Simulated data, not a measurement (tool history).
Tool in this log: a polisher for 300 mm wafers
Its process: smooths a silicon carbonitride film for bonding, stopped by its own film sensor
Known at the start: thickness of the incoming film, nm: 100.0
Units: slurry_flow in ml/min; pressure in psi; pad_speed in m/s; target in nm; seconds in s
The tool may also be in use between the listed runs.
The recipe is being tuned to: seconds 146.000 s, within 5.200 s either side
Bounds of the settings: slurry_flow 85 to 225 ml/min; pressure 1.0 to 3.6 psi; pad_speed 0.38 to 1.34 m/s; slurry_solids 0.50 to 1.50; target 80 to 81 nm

run 1 hour=0.0 | slurry_flow=145 pressure=2.3 pad_speed=0.86 slurry_solids=1.00 target=81 | seconds=95.927
run 2 hour=7.3 | slurry_flow=145 pressure=2.2 pad_speed=0.86 slurry_solids=1.00 target=81 | seconds=99.790
run 3 hour=15.0 | slurry_flow=175 pressure=2.2 pad_speed=0.86 slurry_solids=1.00 target=81 | seconds=95.838
run 4 hour=22.4 | slurry_flow=170 pressure=2.1 pad_speed=0.86 slurry_solids=1.00 target=81 | seconds=99.804
run 5 hour=29.1 | slurry_flow=165 pressure=2.0 pad_speed=0.86 slurry_solids=1.00 target=81 | seconds=108.200
run 6 hour=29.7 | slurry_flow=160 pressure=1.9 pad_speed=0.86 slurry_solids=1.00 target=81 | seconds=114.800
run 7 hour=34.0 | slurry_flow=155 pressure=1.9 pad_speed=0.86 slurry_solids=1.00 target=81 | seconds=113.810
run 8 hour=35.0 | slurry_flow=150 pressure=1.8 pad_speed=0.86 slurry_solids=1.00 target=81 | seconds=120.320
run 9 hour=43.1 | slurry_flow=125 pressure=1.4 pad_speed=0.86 slurry_solids=1.00 target=81 | seconds=156.780
run 10 hour=48.9 | slurry_flow=135 pressure=1.4 pad_speed=0.86 slurry_solids=1.00 target=81 | seconds=153.700
run 11 hour=54.4 | slurry_flow=145 pressure=1.4 pad_speed=0.86 slurry_solids=1.00 target=81 | seconds=154.990

Which single option among these 4 for the next run brings every result within its allowed miss of target? Just one does.
run A hour=59.9 | slurry_flow=180 pressure=1.3 pad_speed=1.02 slurry_solids=1.05 target=81 | seconds=?
run B hour=59.9 | slurry_flow=120 pressure=1.9 pad_speed=0.70 slurry_solids=1.10 target=81 | seconds=?
run C hour=59.9 | slurry_flow=90 pressure=2.1 pad_speed=0.72 slurry_solids=0.95 target=81 | seconds=?
run D hour=59.9 | slurry_flow=155 pressure=1.3 pad_speed=0.94 slurry_solids=1.10 target=81 | seconds=?

move=A seconds=138.650
move=B seconds=135.260
move=C seconds=139.130
move=D seconds=148.190
A: takes the result that was furthest off past its target
B: takes the result that was furthest off past its target
C: takes the result that was furthest off past its target
D: meets every target
Go with D: it meets all targets.
